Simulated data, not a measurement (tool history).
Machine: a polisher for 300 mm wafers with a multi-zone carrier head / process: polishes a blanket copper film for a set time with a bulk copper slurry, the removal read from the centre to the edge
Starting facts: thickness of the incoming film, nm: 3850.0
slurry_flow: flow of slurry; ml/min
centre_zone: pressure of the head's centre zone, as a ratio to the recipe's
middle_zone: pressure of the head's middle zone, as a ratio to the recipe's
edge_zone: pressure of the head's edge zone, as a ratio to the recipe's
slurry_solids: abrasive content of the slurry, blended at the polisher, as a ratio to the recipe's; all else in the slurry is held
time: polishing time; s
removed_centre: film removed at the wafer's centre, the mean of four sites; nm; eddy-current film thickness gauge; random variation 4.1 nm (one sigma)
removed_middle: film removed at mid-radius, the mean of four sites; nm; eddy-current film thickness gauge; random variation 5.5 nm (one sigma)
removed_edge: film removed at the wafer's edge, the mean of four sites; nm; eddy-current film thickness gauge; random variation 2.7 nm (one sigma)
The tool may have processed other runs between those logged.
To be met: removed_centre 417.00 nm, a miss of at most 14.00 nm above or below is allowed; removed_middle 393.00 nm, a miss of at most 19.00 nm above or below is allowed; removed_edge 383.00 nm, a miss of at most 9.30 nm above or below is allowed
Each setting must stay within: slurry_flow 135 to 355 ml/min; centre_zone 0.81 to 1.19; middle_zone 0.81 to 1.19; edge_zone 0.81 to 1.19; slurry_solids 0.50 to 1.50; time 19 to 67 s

run   hour  slurry_flow  centre_zone  middle_zone  edge_zone  slurry_solids  time  removed_centre  removed_middle  removed_edge
  1    0.0          225         1.00         1.00       1.00           1.00    43          528.62          546.93        526.73
  2    2.8          225         1.00         0.99       0.98           0.95    42          511.05          501.61        510.82
  3    7.5          225         1.01         1.01       0.96           0.90    41          485.83          499.46        486.26
  4   10.8          225         1.03         1.01       0.94           0.85    40          479.48          465.79        461.65
  5   15.0          225         1.03         1.01       0.94           0.65    40          455.78          463.19        435.59
  6   18.6          225         1.03         1.01       1.01           0.65    40          446.09          445.31        451.76
  7   23.7          220         1.03         1.00       0.99           0.65    40          450.56          450.75        443.03
  8   27.9          215         1.03         0.99       0.98           0.65    40          447.53          443.96        440.42
  9   36.0          210         1.03         0.98       0.97           0.65    40          450.54          436.11        432.34
 10   43.2          205         1.02         0.97       0.96           0.65    40          443.82          429.37        430.01
 11   49.2          200         1.02         0.97       0.95           0.65    40          432.23          426.57        428.16
 12   54.5          195         1.03         0.97       0.93           0.65    40          437.69          430.06        426.81
 13   62.8          195         1.03         0.96       0.92           0.65    40          438.89          432.84        422.40
 14   70.9          190         1.03         0.95       0.91           0.65    40          440.30          429.10        420.01
 15   77.0          185         1.03         0.94       0.90           0.65    40          438.19          413.35        412.03
 16   80.7          180         1.03         0.94       0.89           0.65    40          439.83          406.87        407.83
 17   86.6          175         1.03         0.94       0.88           0.65    40          433.09          412.16        407.03
 18   91.7          170         1.03         0.94       0.87           0.65    40          424.48          417.72        405.58
 19   97.7          165         1.03         0.93       0.86           0.65    40          426.89          413.59        397.20
 20   99.7          160         1.03         0.93       0.86           0.65    40          417.66          399.91        404.86
 21  103.1          160         1.03         0.93       0.85           0.65    40          416.75          402.73        393.70

Consider the 5 candidate settings below. Which is the only one whose results all fall within their allowed miss of target?
  A  106.5          135         1.03         0.85       0.94           0.60    41               ?               ?             ?
  B  106.5          135         1.05         0.94       0.81           0.85    38               ?               ?             ?
  C  106.5          165         1.05         0.85       0.86           0.80    38               ?               ?             ?
  D  106.5          180         1.00         0.89       0.95           0.55    39               ?               ?             ?
  E  106.5          135         1.00         0.98       0.84           0.80    41               ?               ?             ?

move  removed_centre  removed_middle  removed_edge
   A          402.59          366.27        405.05
   B          413.15          394.68        380.67
   C          429.24          380.67        398.76
   D          391.54          375.19        396.80
   E          418.66          432.24        411.23
A: misses by more than the last run did
B: each result inside its tolerance
C: misses by more than the last run did
D: misses by more than the last run did
E: misses by more than the last run did
Go with B: it meets all targets.
